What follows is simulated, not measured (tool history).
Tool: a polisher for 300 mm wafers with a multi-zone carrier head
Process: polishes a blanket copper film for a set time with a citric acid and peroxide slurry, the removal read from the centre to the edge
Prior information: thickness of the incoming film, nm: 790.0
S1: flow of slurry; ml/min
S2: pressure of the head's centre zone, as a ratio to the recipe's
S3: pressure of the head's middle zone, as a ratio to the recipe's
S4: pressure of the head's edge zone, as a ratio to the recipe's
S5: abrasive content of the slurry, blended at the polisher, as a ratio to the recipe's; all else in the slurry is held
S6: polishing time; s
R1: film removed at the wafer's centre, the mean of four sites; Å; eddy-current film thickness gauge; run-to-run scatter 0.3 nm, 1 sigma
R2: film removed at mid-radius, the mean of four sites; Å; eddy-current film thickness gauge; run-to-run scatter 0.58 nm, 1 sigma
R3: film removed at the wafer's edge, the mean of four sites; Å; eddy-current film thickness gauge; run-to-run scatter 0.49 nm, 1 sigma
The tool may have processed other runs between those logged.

| run | hour | S1 | S2 | S3 | S4 | S5 | S6 | R1 | R2 | R3 |
|---|---|---|---|---|---|---|---|---|---|---|
| 1 | 0 | 180 | 1 | 1 | 1 | 1 | 57 | 974 | 998.74 | 1010.5 |
| 2 | 4 | 180 | 1 | 1 | 1 | 0.8 | 57 | 945.63 | 968.08 | 960.87 |
| 3 | 10.7 | 180 | 1 | 1 | 0.95 | 0.8 | 57 | 933.51 | 976.26 | 950.43 |
| 4 | 18 | 180 | 1 | 1.06 | 0.95 | 0.8 | 57 | 943 | 1005.3 | 953.86 |
| 5 | 22.2 | 180 | 1.08 | 1.06 | 0.95 | 0.8 | 57 | 1018.9 | 993.56 | 955.37 |
| 6 | 25.2 | 145 | 1.08 | 1.06 | 0.95 | 0.8 | 57 | 974.72 | 1016.1 | 930.75 |
| 7 | 33.6 | 160 | 1.02 | 1.02 | 0.96 | 0.75 | 51 | 828.87 | 848.31 | 843.73 |

Expected results for the next run?
| 8 | 40.5 | 155 | 0.99 | 1.01 | 0.94 | 0.7 | 47 | ? | ? | ? |

R1: 740.67 Å
R2: 781.49 Å
R3: 749.98 Å
